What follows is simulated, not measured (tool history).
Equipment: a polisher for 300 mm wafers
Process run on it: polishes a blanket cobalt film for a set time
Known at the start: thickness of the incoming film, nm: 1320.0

run,hour,flow of slurry (ml/min),pressure of the wafer on the pad (psi),speed of the pad under the wafer (cm/s),polishing time (s),film removed (nm)
1,0,150,2.3,128,46,319.69
2,6.1,150,2.8,128,46,365.79
3,7.2,145,2.5,128,46,338.24
4,15.6,160,2.5,128,46,347.17
5,19.3,145,2.3,128,46,316.57
6,27.8,145,2.3,150,46,370.55
7,36.3,140,2,150,46,333.66

Run 8 has not been measured yet. What should we expect?
8,39,135,1.4,148,46,?

film removed (nm): 268.65
